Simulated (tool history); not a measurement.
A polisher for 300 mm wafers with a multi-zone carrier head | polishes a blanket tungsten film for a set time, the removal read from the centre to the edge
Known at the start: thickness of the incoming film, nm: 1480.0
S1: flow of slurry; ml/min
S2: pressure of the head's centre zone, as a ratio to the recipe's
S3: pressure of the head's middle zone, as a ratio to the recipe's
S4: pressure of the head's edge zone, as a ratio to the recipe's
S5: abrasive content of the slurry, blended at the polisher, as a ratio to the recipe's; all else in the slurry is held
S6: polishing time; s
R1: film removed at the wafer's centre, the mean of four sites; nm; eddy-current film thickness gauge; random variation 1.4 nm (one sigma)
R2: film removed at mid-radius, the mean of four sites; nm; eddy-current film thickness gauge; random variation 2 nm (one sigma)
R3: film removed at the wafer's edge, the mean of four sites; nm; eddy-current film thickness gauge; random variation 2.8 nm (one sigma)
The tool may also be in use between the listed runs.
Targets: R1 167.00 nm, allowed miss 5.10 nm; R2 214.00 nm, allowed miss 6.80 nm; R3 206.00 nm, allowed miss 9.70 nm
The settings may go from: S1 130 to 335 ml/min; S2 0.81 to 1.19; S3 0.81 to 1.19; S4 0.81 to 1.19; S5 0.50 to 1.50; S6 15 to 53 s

run  hour   S1    S2    S3    S4    S5  S6      R1      R2      R3
  1   0.0  215  1.00  1.00  1.00  1.00  34  158.00  159.38  167.95
  2   5.3  225  0.99  1.04  1.03  1.05  34  159.78  166.67  169.59
  3   7.4  225  0.99  1.04  1.03  1.05  28  131.49  138.01  143.94
  4  14.5  225  0.99  1.04  1.03  1.05  31  145.41  151.72  155.38
  5  21.6  220  0.96  1.05  1.05  1.15  32  148.75  164.49  167.64
  6  25.5  170  0.96  1.05  1.05  1.15  32  140.80  154.64  156.31
  7  28.5  195  0.95  1.07  1.07  1.20  32  145.58  163.54  164.59
  8  32.5  215  0.94  1.09  1.09  1.25  32  150.28  169.94  171.38
  9  39.0  230  0.92  1.11  1.10  1.30  32  147.54  173.58  176.39

5 next moves are on the table. One of them brings every result within its allowed miss. Which?
  A  45.5  305  0.81  0.97  1.19  1.30  40   ?   ?   ?
  B  45.5  290  0.86  1.13  1.09  1.10  39   ?   ?   ?
  C  45.5  205  1.14  0.96  0.97  1.15  29   ?   ?   ?
  D  45.5  225  0.88  1.08  1.12  1.25  37   ?   ?   ?
  E  45.5  185  0.83  1.19  1.02  1.30  39   ?   ?   ?

move      R1      R2      R3
   A  168.99  198.91  234.48
   B  167.75  211.49  209.12
   C  159.06  132.04  143.73
   D  161.94  192.56  202.37
   E  156.97  215.90  200.44
A: nearer than the last run, and not there yet
B: meets every target
C: further off than the last run
D: nearer than the last run, and not there yet
E: brings the result that was furthest off to its target, and leaves another outside
The right move is B.

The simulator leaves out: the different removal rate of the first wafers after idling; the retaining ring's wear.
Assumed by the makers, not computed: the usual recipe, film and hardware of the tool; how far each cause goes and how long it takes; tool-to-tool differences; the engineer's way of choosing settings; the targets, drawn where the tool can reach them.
